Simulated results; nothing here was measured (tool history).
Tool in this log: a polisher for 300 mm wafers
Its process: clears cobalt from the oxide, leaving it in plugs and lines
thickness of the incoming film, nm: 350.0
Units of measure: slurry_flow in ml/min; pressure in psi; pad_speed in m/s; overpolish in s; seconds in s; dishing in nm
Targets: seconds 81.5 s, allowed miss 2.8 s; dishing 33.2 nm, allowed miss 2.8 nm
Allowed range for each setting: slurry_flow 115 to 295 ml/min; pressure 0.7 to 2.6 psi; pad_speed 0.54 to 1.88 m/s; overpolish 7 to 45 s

run 1 hour=0 | slurry_flow=190 pressure=1.6 pad_speed=1.2 overpolish=23 | seconds=67.147 dishing=35.705
run 2 hour=6.1 | slurry_flow=190 pressure=1.6 pad_speed=1.2 overpolish=22 | seconds=67.764 dishing=34.363
run 3 hour=8.8 | slurry_flow=190 pressure=1.4 pad_speed=1.2 overpolish=22 | seconds=78.178 dishing=35.007
run 4 hour=14.4 | slurry_flow=190 pressure=1.4 pad_speed=1.2 overpolish=25 | seconds=78.208 dishing=34.448
run 5 hour=16.7 | slurry_flow=190 pressure=1.4 pad_speed=1.04 overpolish=25 | seconds=85.648 dishing=35.382
run 6 hour=24.2 | slurry_flow=190 pressure=1.4 pad_speed=1.04 overpolish=20 | seconds=87.582 dishing=33.956
run 7 hour=25.2 | slurry_flow=190 pressure=1.4 pad_speed=1.04 overpolish=19 | seconds=84.986 dishing=30.987
run 8 hour=32.9 | slurry_flow=195 pressure=1.4 pad_speed=1.04 overpolish=21 | seconds=85.568 dishing=34.777
run 9 hour=39.8 | slurry_flow=195 pressure=1.4 pad_speed=1.04 overpolish=19 | seconds=85.028 dishing=31.801
run 10 hour=40.6 | slurry_flow=205 pressure=1.4 pad_speed=1.04 overpolish=20 | seconds=84.58 dishing=34.276
run 11 hour=43.8 | slurry_flow=205 pressure=1.4 pad_speed=1.04 overpolish=18 | seconds=85.796 dishing=32.211
run 12 hour=50.4 | slurry_flow=205 pressure=1.4 pad_speed=1.04 overpolish=19 | seconds=85.934 dishing=31.777

Which of these 4 next moves meets every target?
run A hour=57 | slurry_flow=185 pressure=1.4 pad_speed=1.02 overpolish=19 | seconds=? dishing=?
run B hour=57 | slurry_flow=205 pressure=1.4 pad_speed=0.92 overpolish=26 | seconds=? dishing=?
run C hour=57 | slurry_flow=225 pressure=1.2 pad_speed=1.16 overpolish=24 | seconds=? dishing=?
run D hour=57 | slurry_flow=180 pressure=1.5 pad_speed=1.04 overpolish=20 | seconds=? dishing=?

move=A seconds=87.373 dishing=31.186
move=B seconds=93.125 dishing=33.54
move=C seconds=89.687 dishing=33.178
move=D seconds=80.839 dishing=32.422
A: further off than the last run
B: further off than the last run
C: further off than the last run
D: all results land within tolerance of their targets
D is the move that brings every result within its allowed miss.
